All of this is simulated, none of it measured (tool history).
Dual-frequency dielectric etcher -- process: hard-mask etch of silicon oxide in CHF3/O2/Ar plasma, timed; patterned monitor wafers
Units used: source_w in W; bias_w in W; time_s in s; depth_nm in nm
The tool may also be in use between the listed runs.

| run | hour | source_w | bias_w | time_s | depth_nm |
|---|---|---|---|---|---|
| 1 | 0.0 | 650 | 205 | 31.5 | 63.881 |
| 2 | 8.7 | 610 | 198 | 31.5 | 62.525 |
| 3 | 9.4 | 580 | 187 | 31.5 | 59.562 |
| 4 | 10.2 | 580 | 156 | 31.5 | 53.433 |
| 5 | 18.5 | 570 | 156 | 31.5 | 53.355 |
| 6 | 21.6 | 560 | 156 | 31.5 | 53.397 |
| 7 | 30.4 | 550 | 155 | 31.5 | 52.603 |

Run 8, settings as shown, results not yet in. Your forecast:
| 8 | 32.5 | 550 | 155 | 31.5 | ? |

Run 8 came out at depth_nm 53.124 nm.
